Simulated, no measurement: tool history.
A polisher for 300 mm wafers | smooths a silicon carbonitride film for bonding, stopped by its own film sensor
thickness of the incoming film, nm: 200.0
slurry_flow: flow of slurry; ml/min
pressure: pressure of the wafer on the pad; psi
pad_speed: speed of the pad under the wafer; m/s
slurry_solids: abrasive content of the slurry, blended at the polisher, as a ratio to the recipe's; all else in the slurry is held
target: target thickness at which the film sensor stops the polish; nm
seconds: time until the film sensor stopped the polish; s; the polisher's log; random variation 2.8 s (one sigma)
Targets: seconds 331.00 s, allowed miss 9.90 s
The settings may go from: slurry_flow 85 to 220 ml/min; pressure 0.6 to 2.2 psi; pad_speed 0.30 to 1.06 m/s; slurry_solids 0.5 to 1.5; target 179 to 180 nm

run 1 day=0.000 | slurry_flow=140 pressure=1.4 pad_speed=0.68 slurry_solids=1.0 target=180 | seconds=194.10
run 2 day=0.371 | slurry_flow=140 pressure=1.7 pad_speed=0.68 slurry_solids=1.0 target=180 | seconds=157.20
run 3 day=0.567 | slurry_flow=140 pressure=1.6 pad_speed=0.68 slurry_solids=1.0 target=180 | seconds=167.39
run 4 day=0.808 | slurry_flow=135 pressure=1.4 pad_speed=0.68 slurry_solids=1.0 target=180 | seconds=193.31
run 5 day=0.829 | slurry_flow=135 pressure=1.4 pad_speed=0.74 slurry_solids=1.0 target=180 | seconds=183.28
run 6 day=1.058 | slurry_flow=135 pressure=1.4 pad_speed=0.74 slurry_solids=1.0 target=180 | seconds=182.32
-- day=1.367 head pressure recalibrated
run 7 day=1.367 | slurry_flow=130 pressure=1.2 pad_speed=0.74 slurry_solids=1.0 target=180 | seconds=189.26
run 8 day=1.454 | slurry_flow=130 pressure=1.2 pad_speed=0.74 slurry_solids=1.0 target=180 | seconds=187.46
run 9 day=1.767 | slurry_flow=130 pressure=1.2 pad_speed=0.74 slurry_solids=1.0 target=180 | seconds=188.36
run 10 day=1.979 | slurry_flow=135 pressure=1.0 pad_speed=0.68 slurry_solids=1.0 target=180 | seconds=237.06
run 11 day=2.004 | slurry_flow=140 pressure=0.9 pad_speed=0.66 slurry_solids=1.0 target=180 | seconds=264.79
run 12 day=2.225 | slurry_flow=150 pressure=0.8 pad_speed=0.66 slurry_solids=1.0 target=180 | seconds=292.81
run 13 day=2.267 | slurry_flow=160 pressure=0.8 pad_speed=0.66 slurry_solids=1.0 target=180 | seconds=290.85
run 14 day=2.612 | slurry_flow=170 pressure=0.8 pad_speed=0.66 slurry_solids=1.0 target=180 | seconds=284.55

4 next moves are on the table. One of them brings every result within its allowed miss. Which?
run A day=2.958 | slurry_flow=175 pressure=0.8 pad_speed=0.62 slurry_solids=0.9 target=179 | seconds=?
run B day=2.958 | slurry_flow=190 pressure=0.9 pad_speed=0.80 slurry_solids=0.8 target=180 | seconds=?
run C day=2.958 | slurry_flow=185 pressure=0.8 pad_speed=0.70 slurry_solids=0.9 target=179 | seconds=?
run D day=2.958 | slurry_flow=140 pressure=0.8 pad_speed=0.82 slurry_solids=0.8 target=180 | seconds=?

move=A seconds=329.01
move=B seconds=256.72
move=C seconds=303.54
move=D seconds=295.74
A: meets every target
B: further off than the last run
C: nearer than the last run, and not there yet
D: nearer than the last run, and not there yet
The right move is A.
